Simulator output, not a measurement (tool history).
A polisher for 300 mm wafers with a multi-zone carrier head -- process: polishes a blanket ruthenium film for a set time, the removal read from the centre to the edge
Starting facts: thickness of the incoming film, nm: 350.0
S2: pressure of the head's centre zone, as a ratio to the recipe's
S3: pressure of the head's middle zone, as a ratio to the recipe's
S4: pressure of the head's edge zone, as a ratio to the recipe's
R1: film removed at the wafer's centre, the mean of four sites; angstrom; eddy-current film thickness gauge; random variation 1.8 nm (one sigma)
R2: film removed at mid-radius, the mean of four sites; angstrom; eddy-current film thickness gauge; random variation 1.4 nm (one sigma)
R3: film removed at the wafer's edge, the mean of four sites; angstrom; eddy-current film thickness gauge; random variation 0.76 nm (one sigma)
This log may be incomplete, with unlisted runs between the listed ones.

run 1 hour=0 | flow_of_slurry_(ml/min)=215 S2=1 S3=1 S4=1 polishing_time_(s)=84 | R1=899.18 R2=924.44 R3=940.94
run 2 hour=3.9 | flow_of_slurry_(ml/min)=225 S2=1.04 S3=1.02 S4=1.03 polishing_time_(s)=87 | R1=1004.5 R2=956.06 R3=987.44
run 3 hour=12.6 | flow_of_slurry_(ml/min)=225 S2=0.97 S3=1.02 S4=1.03 polishing_time_(s)=87 | R1=905.86 R2=977.43 R3=996.23
run 4 hour=18.3 | flow_of_slurry_(ml/min)=235 S2=1 S3=1.04 S4=1.05 polishing_time_(s)=89 | R1=1001.6 R2=1019.4 R3=1026.7
run 5 hour=20.3 | flow_of_slurry_(ml/min)=245 S2=1.01 S3=1.05 S4=1.08 polishing_time_(s)=91 | R1=1007 R2=1065.4 R3=1070.9
run 6 hour=27.2 | flow_of_slurry_(ml/min)=250 S2=1.04 S3=1.05 S4=1.09 polishing_time_(s)=92 | R1=1050.2 R2=1056.6 R3=1082.8
run 7 hour=32.9 | flow_of_slurry_(ml/min)=255 S2=1.06 S3=1.06 S4=1.1 polishing_time_(s)=93 | R1=1073.7 R2=1103.2 R3=1105.6
run 8 hour=34.8 | flow_of_slurry_(ml/min)=260 S2=1.09 S3=1.06 S4=1.11 polishing_time_(s)=94 | R1=1131.1 R2=1082.9 R3=1122.5

What does the tool deliver on the next run?
run 9 hour=36.3 | flow_of_slurry_(ml/min)=265 S2=1.1 S3=1.07 S4=1.11 polishing_time_(s)=95 | R1=? R2=? R3=?

Run 9 measured R1 1173.4 angstrom, R2 1106.4 angstrom, R3 1133.7 angstrom.
